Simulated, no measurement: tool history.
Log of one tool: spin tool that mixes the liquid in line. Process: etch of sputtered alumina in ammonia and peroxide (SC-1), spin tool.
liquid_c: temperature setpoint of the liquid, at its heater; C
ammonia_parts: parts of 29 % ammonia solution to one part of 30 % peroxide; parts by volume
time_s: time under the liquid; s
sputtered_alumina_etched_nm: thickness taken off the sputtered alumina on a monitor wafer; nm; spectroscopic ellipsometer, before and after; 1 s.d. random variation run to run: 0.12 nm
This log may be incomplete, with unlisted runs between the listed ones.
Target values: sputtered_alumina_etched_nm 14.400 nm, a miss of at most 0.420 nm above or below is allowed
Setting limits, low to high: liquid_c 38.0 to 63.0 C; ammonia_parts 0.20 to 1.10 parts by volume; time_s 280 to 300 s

run,day,liquid_c,ammonia_parts,time_s,sputtered_alumina_etched_nm
1,0.000,47.0,0.60,280,17.621
2,0.354,46.5,0.60,280,17.070
3,0.392,42.5,0.60,280,13.562
4,0.717,43.0,0.60,280,13.978
5,0.946,43.0,0.40,280,13.475
6,1.200,49.5,0.40,280,19.204
7,1.267,49.0,0.40,280,18.765
8,1.567,48.5,0.40,280,18.771
# day 1.650: heated supply line repaired
9,1.650,48.0,0.40,280,22.035
10,1.758,47.0,0.40,280,20.364
11,2.133,46.0,0.40,280,19.845
12,2.212,38.5,0.40,280,12.600
13,2.267,39.0,0.40,280,13.017

Below are 5 possible settings for the next run. Only one of them brings all results inside the allowed miss of their targets. Which is it?
A,2.321,38.5,0.45,280,?
B,2.321,39.0,0.55,295,?
C,2.321,39.0,0.30,280,?
D,2.321,38.0,0.35,285,?
E,2.321,38.5,0.45,290,?

move,sputtered_alumina_etched_nm
A,12.881
B,14.252
C,12.766
D,12.424
E,13.341
A: further off than the last run
B: each result inside its tolerance
C: further off than the last run
D: further off than the last run
E: better than the last run, though not everything is in spec
The move that meets every target is B.
